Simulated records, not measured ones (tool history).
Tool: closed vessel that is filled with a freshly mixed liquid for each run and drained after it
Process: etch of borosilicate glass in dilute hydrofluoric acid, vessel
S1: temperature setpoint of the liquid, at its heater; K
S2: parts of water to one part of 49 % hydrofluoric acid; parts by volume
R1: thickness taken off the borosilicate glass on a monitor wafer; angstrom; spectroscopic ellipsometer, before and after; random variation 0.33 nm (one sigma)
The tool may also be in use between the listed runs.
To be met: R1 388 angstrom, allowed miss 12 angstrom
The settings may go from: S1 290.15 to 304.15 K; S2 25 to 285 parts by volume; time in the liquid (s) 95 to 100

Run 1, hour 0: S1 296.15 K, S2 155 parts by volume, time in the liquid (s) 95. Result: R1 151.54 angstrom.
Run 2, hour 6.4: S1 297.15 K, S2 145 parts by volume, time in the liquid (s) 95. Result: R1 170.09 angstrom.
Run 3, hour 7.7: S1 298.15 K, S2 135 parts by volume, time in the liquid (s) 95. Result: R1 189.85 angstrom.
Run 4, hour 9: S1 299.15 K, S2 125 parts by volume, time in the liquid (s) 95. Result: R1 218.89 angstrom.
Run 5, hour 17.6: S1 296.15 K, S2 125 parts by volume, time in the liquid (s) 95. Result: R1 196.65 angstrom.
Run 6, hour 25.4: S1 296.15 K, S2 165 parts by volume, time in the liquid (s) 95. Result: R1 140.79 angstrom.
Run 7, hour 31: S1 297.15 K, S2 150 parts by volume, time in the liquid (s) 95. Result: R1 163.56 angstrom.
Run 8, hour 39.8: S1 298.15 K, S2 140 parts by volume, time in the liquid (s) 95. Result: R1 181.67 angstrom.
Run 9, hour 45.4: S1 298.65 K, S2 130 parts by volume, time in the liquid (s) 95. Result: R1 207.36 angstrom.
Run 10, hour 52.6: S1 298.65 K, S2 130 parts by volume, time in the liquid (s) 95. Result: R1 208.13 angstrom.
Run 11, hour 58.8: S1 298.65 K, S2 130 parts by volume, time in the liquid (s) 95. Result: R1 204.14 angstrom.
Run 12, hour 63.5: S1 299.15 K, S2 120 parts by volume, time in the liquid (s) 95. Result: R1 228.91 angstrom.
Run 13, hour 70.5: S1 299.65 K, S2 115 parts by volume, time in the liquid (s) 95. Result: R1 245.13 angstrom.

4 next moves are on the table. One of them brings every result within its allowed miss. Which?
Run A, hour 77.5: S1 299.65 K, S2 80 parts by volume, time in the liquid (s) 100. Result: R1 ?.
Run B, hour 77.5: S1 304.15 K, S2 90 parts by volume, time in the liquid (s) 100. Result: R1 ?.
Run C, hour 77.5: S1 299.15 K, S2 100 parts by volume, time in the liquid (s) 95. Result: R1 ?.
Run D, hour 77.5: S1 301.65 K, S2 80 parts by volume, time in the liquid (s) 100. Result: R1 ?.

move      R1
   A     386
   B  402.16
   C   280.2
   D  417.31
A: meets every target
B: takes the result that was furthest off past its target
C: nearer than the last run, and not there yet
D: takes the result that was furthest off past its target
Answer: A
